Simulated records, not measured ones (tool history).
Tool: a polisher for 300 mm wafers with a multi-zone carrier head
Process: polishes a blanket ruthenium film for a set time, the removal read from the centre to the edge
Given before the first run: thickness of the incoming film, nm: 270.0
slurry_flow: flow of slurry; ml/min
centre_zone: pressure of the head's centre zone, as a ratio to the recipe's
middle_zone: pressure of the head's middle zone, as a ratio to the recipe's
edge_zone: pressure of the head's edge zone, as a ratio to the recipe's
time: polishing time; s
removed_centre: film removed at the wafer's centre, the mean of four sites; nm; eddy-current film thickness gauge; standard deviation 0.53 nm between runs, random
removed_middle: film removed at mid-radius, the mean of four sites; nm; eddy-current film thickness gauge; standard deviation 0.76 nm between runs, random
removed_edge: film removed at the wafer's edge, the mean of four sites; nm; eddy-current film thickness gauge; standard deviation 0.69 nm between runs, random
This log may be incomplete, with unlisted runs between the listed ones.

| run | hour | slurry_flow | centre_zone | middle_zone | edge_zone | time | removed_centre | removed_middle | removed_edge |
|---|---|---|---|---|---|---|---|---|---|
| 1 | 0 | 320 | 1 | 1 | 1 | 90 | 69.227 | 77.939 | 76.549 |
| 2 | 4.2 | 320 | 1.04 | 1 | 1 | 90 | 72.332 | 76.255 | 77.774 |
| 3 | 6.1 | 320 | 1.04 | 1 | 1 | 106 | 86.504 | 89.975 | 90.446 |
| 4 | 11.9 | 390 | 1.04 | 1 | 1 | 106 | 88.289 | 89.523 | 92.064 |
| 5 | 14.8 | 390 | 0.96 | 1 | 1 | 106 | 78.899 | 90.777 | 92.591 |
| 6 | 16.2 | 390 | 0.96 | 1 | 0.96 | 106 | 79.266 | 91.966 | 91.455 |
| 7 | 21 | 390 | 1 | 0.98 | 0.93 | 97 | 77.417 | 81.838 | 81.557 |
| 8 | 28.6 | 390 | 1 | 0.95 | 0.9 | 91 | 71.433 | 74.465 | 75.656 |
| 9 | 31 | 385 | 1.01 | 0.94 | 0.88 | 87 | 69.07 | 71.48 | 71.82 |

Run 10, settings as shown, results not yet in. Your forecast:
| 10 | 31.9 | 385 | 1.02 | 0.92 | 0.86 | 85 | ? | ? | ? |

Run 10 came out at removed_centre 67.711 nm, removed_middle 66.391 nm, removed_edge 68.773 nm.
